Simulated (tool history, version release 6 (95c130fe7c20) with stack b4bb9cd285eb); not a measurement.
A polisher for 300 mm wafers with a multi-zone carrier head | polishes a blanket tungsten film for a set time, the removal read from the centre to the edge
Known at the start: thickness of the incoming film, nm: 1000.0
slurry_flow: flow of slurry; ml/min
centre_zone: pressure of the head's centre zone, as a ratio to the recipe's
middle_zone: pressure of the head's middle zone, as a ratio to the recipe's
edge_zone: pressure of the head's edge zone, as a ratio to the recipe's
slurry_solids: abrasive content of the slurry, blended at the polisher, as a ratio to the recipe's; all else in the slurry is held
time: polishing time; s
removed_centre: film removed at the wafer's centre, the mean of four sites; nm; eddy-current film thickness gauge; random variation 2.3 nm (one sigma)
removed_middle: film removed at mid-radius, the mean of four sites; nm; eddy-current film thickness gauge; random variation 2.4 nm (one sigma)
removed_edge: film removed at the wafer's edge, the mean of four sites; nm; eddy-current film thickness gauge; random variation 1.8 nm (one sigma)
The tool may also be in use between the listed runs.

run  hour  slurry_flow  centre_zone  middle_zone  edge_zone  slurry_solids  time  removed_centre  removed_middle  removed_edge
  1   0.0          155         1.00         1.00       1.00           1.00    49          268.48          272.76        267.27
  2   1.9          155         1.00         1.00       1.04           1.00    49          265.36          270.39        271.37
  3   9.8          155         1.00         1.00       1.04           1.00    60          328.26          330.24        329.16
  4  11.9          155         1.00         0.94       1.04           1.00    60          330.28          312.58        330.00
  5  16.0          155         1.00         0.94       1.04           0.85    60          310.54          299.96        315.63
  6  17.6          145         0.96         0.94       1.02           0.75    58          281.62          269.57        289.71
  7  22.5          145         0.92         0.98       1.04           0.70    55          251.05          265.85        271.59
  8  23.7          100         0.82         0.97       1.03           0.50    48          162.35          189.58        199.27
  9  31.6          100         0.82         0.97       1.03           0.50    48          163.24          190.04        196.74

The next listed run, before its measurement:
 10  34.1          115         0.82         0.98       1.05           0.50    48               ?               ?             ?

removed_centre: 167.81 nm
removed_middle: 198.69 nm
removed_edge: 206.86 nm
